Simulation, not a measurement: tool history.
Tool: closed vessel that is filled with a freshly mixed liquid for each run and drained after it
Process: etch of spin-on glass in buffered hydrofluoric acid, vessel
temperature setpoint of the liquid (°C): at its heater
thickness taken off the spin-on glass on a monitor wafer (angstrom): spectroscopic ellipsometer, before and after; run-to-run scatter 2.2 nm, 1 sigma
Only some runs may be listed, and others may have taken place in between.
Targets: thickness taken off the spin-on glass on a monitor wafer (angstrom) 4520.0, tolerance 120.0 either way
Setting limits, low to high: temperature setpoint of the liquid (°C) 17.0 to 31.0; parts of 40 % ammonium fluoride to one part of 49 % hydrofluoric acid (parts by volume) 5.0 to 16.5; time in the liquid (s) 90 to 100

run	hour	temperature setpoint of the liquid (°C)	parts of 40 % ammonium fluoride to one part of 49 % hydrofluoric acid (parts by volume)	time in the liquid (s)	thickness taken off the spin-on glass on a monitor wafer (angstrom)
1	0.0	23.0	10.0	90	2361.5
2	6.4	25.0	9.5	90	2741.0
3	9.8	25.0	12.0	90	2207.8
4	13.5	25.0	12.0	100	2441.9
5	17.3	26.5	11.0	100	2894.4
6	24.4	30.0	11.0	100	3498.1
7	28.6	30.0	10.5	100	3675.3
8	34.3	30.0	10.0	100	3843.6
9	41.3	30.0	9.5	100	3976.3
10	47.5	30.0	9.5	100	3946.5
11	51.6	30.0	9.0	100	4065.6

Pick the move, out of 5, that brings all results within their allowed miss; only one does.
A	55.7	30.5	8.5	100	?
B	55.7	29.5	9.0	90	?
C	55.7	30.5	8.0	100	?
D	55.7	30.5	10.0	95	?
E	55.7	30.5	10.0	90	?

move	thickness taken off the spin-on glass on a monitor wafer (angstrom)
A	4489.1
B	3603.5
C	4793.5
D	3751.9
E	3554.5
A: meets every target
B: the biggest miss grows against the last run
C: moves the result that the last run missed by most past its target, out the other side
D: the biggest miss grows against the last run
E: the biggest miss grows against the last run
So the answer is move A, the one that meets all the targets.

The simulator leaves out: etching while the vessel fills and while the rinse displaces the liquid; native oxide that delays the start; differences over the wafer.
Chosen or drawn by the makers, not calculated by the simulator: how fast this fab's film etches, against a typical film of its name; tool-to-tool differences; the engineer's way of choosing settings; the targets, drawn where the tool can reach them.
